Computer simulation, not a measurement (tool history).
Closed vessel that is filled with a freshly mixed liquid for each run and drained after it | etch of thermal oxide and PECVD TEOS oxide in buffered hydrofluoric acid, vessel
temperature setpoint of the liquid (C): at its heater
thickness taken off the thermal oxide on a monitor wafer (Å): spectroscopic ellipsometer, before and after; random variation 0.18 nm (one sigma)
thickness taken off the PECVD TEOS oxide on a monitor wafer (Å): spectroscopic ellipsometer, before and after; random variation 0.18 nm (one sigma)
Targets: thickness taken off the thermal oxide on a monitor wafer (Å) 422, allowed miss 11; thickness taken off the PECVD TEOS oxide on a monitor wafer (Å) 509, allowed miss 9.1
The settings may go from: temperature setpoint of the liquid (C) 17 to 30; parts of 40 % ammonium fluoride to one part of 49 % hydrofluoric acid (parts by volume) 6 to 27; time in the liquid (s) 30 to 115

run	day	temperature setpoint of the liquid (C)	parts of 40 % ammonium fluoride to one part of 49 % hydrofluoric acid (parts by volume)	time in the liquid (s)	thickness taken off the thermal oxide on a monitor wafer (Å)	thickness taken off the PECVD TEOS oxide on a monitor wafer (Å)
1	0	22	16.5	60	430.55	518.51
2	0.321	21	16.5	60	407.1	487.88
3	0.617	21	16.5	75	508.32	618.44
4	0.767	21	13	75	643.48	779.99
5	1.133	19.5	14	75	555.06	663.29
6	1.321	19.5	9.5	75	779.36	938.93
7	1.412	18.5	11.5	75	636.08	759.01
8	1.783	18	13	75	549.41	656.56
9	1.971	17.5	14	75	490.54	592.29
10	2.158	17.5	14.5	75	475.85	572.25
11	2.362	17.5	15	75	456.62	550.79
12	2.4	17	15.5	75	428.52	521.6

4 next moves are on the table. One of them brings every result within its allowed miss. Which?
A	2.438	17	11.5	55	?	?
B	2.438	17	16.5	80	?	?
C	2.438	17.5	19	90	?	?
D	2.438	17	19.5	95	?	?

move	thickness taken off the thermal oxide on a monitor wafer (Å)	thickness taken off the PECVD TEOS oxide on a monitor wafer (Å)
A	427	508.35
B	436.09	519.17
C	439.28	522.97
D	439.2	522.88
A: meets every target
B: nearer than the last run, and not there yet
C: further off than the last run
D: further off than the last run
The right move is A.
